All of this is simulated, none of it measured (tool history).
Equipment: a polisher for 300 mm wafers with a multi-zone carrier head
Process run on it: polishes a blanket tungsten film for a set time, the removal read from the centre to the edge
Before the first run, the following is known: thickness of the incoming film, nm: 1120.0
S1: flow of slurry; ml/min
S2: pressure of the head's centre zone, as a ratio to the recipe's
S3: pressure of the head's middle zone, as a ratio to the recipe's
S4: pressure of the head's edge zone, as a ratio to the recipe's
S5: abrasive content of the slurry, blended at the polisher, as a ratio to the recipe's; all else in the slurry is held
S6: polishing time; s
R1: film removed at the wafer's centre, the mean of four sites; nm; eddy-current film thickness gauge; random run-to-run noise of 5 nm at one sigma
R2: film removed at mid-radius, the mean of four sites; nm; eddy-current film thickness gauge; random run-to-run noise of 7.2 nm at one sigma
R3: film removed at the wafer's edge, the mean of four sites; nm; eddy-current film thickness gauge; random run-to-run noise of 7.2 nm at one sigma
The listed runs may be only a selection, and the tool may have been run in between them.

run,day,S1,S2,S3,S4,S5,S6,R1,R2,R3
1,0,265,1,1,1,1,80,440.04,427.99,419.81
2,0.304,265,0.99,1,1.02,1.05,81,436.24,439.86,435.74
3,0.642,265,0.99,1,0.94,1.05,81,435.34,437.03,422.67
4,0.975,265,0.98,0.99,0.95,1.1,82,441.95,448.8,430.44
5,1.104,265,0.97,0.98,0.97,1.15,83,452.39,451.3,457.27
6,1.362,265,0.9,0.98,0.97,1.15,83,421.07,465.12,443.38
7,1.558,265,0.9,0.98,0.99,1.2,83,428.33,463.95,458.46
8,1.85,265,0.9,0.98,1,1.25,83,430.06,460.31,454.63
9,2.162,265,0.89,0.97,1.01,1.3,84,439,469.49,467.31
10,2.262,265,0.88,0.96,1.02,1.3,85,429.19,478.38,480.39
11,2.317,265,0.89,0.96,1.03,1.3,85,437.34,467.85,492.32

What will run 12 give?
12,2.508,270,0.89,0.96,1.04,1.3,85,?,?,?

{"run 12": {"R1": 432.93, "R2": 477.79, "R3": 490.48}}

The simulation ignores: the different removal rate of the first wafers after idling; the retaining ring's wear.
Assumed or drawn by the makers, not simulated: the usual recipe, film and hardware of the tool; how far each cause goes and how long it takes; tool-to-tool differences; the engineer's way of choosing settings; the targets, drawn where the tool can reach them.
